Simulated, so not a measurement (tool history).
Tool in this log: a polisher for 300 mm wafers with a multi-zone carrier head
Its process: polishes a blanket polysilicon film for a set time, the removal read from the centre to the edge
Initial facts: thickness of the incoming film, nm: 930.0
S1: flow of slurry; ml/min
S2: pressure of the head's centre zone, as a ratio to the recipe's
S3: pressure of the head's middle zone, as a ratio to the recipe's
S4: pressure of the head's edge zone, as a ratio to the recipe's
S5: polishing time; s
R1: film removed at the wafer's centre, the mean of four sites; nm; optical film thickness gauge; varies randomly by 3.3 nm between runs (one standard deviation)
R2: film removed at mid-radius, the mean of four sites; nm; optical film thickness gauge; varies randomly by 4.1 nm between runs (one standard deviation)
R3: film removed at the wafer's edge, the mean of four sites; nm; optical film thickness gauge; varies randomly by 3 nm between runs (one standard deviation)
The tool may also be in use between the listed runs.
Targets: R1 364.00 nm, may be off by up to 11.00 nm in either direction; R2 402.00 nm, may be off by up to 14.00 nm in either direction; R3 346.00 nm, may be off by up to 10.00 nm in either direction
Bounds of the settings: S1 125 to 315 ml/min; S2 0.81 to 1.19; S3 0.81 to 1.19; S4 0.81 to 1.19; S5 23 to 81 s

run 1 hour=0.0 | S1=205 S2=1.00 S3=1.00 S4=1.00 S5=52 | R1=350.78 R2=331.57 R3=335.76
run 2 hour=6.9 | S1=205 S2=0.96 S3=1.00 S4=1.00 S5=52 | R1=336.49 R2=333.98 R3=340.79
run 3 hour=9.4 | S1=205 S2=0.96 S3=1.00 S4=0.94 S5=52 | R1=336.17 R2=337.80 R3=329.20
run 4 hour=13.8 | S1=180 S2=0.96 S3=1.00 S4=0.94 S5=52 | R1=324.14 R2=323.90 R3=329.52
run 5 hour=21.8 | S1=180 S2=0.96 S3=1.00 S4=0.94 S5=44 | R1=276.17 R2=275.71 R3=274.78
run 6 hour=23.7 | S1=205 S2=0.97 S3=1.05 S4=0.98 S5=46 | R1=306.58 R2=306.12 R3=299.99
run 7 hour=29.7 | S1=230 S2=0.96 S3=1.09 S4=0.98 S5=47 | R1=311.45 R2=331.93 R3=309.55
run 8 hour=31.3 | S1=245 S2=0.97 S3=1.12 S4=0.99 S5=48 | R1=320.77 R2=352.75 R3=321.31
run 9 hour=32.6 | S1=260 S2=0.99 S3=1.14 S4=1.00 S5=49 | R1=342.11 R2=358.95 R3=334.72

Next run, 4 choices. One meets every target within its allowed miss, the rest don't. Which?
run A hour=33.9 | S1=260 S2=1.02 S3=1.10 S4=1.04 S5=51 | R1=? R2=? R3=?
run B hour=33.9 | S1=310 S2=0.97 S3=1.18 S4=0.94 S5=52 | R1=? R2=? R3=?
run C hour=33.9 | S1=315 S2=1.12 S3=1.14 S4=0.93 S5=48 | R1=? R2=? R3=?
run D hour=33.9 | S1=280 S2=1.08 S3=1.19 S4=0.81 S5=51 | R1=? R2=? R3=?

move=A R1=362.06 R2=362.66 R3=342.58
move=B R1=358.43 R2=400.34 R3=341.23
move=C R1=382.96 R2=358.98 R3=314.34
move=D R1=387.30 R2=391.28 R3=315.93
A: closer than the last run, but not yet in spec
B: every result within its allowed miss
C: neither nearer nor further off than the last run
D: puts the biggest miss on target and leaves a different result outside tolerance
So the answer is move B, the one that meets all the targets.
